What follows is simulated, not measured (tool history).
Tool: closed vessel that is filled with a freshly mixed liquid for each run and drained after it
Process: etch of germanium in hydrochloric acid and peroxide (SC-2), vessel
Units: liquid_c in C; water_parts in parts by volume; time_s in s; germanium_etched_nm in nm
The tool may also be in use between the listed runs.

Run 1, hour 0.0: liquid_c 56.0 C, water_parts 5.5 parts by volume, time_s 100 s. Result: germanium_etched_nm 314.61 nm.
Run 2, hour 3.5: liquid_c 55.5 C, water_parts 5.5 parts by volume, time_s 100 s. Result: germanium_etched_nm 306.38 nm.
Run 3, hour 5.7: liquid_c 51.0 C, water_parts 5.5 parts by volume, time_s 100 s. Result: germanium_etched_nm 270.48 nm.
Run 4, hour 8.6: liquid_c 55.0 C, water_parts 5.5 parts by volume, time_s 100 s. Result: germanium_etched_nm 303.65 nm.
Run 5, hour 13.5: liquid_c 54.5 C, water_parts 5.5 parts by volume, time_s 100 s. Result: germanium_etched_nm 299.12 nm.
Run 6, hour 22.2: liquid_c 54.0 C, water_parts 5.5 parts by volume, time_s 100 s. Result: germanium_etched_nm 294.09 nm.
Run 7, hour 31.3: liquid_c 53.5 C, water_parts 5.5 parts by volume, time_s 100 s. Result: germanium_etched_nm 290.09 nm.
Run 8, hour 39.9: liquid_c 53.0 C, water_parts 5.5 parts by volume, time_s 100 s. Result: germanium_etched_nm 288.40 nm.
Run 9, hour 41.5: liquid_c 52.5 C, water_parts 5.5 parts by volume, time_s 100 s. Result: germanium_etched_nm 278.57 nm.

Forecast run 10:
Run 10, hour 49.0: liquid_c 52.5 C, water_parts 5.5 parts by volume, time_s 100 s. Result: germanium_etched_nm ?.

{"run 10": {"germanium_etched_nm": 281.83}}

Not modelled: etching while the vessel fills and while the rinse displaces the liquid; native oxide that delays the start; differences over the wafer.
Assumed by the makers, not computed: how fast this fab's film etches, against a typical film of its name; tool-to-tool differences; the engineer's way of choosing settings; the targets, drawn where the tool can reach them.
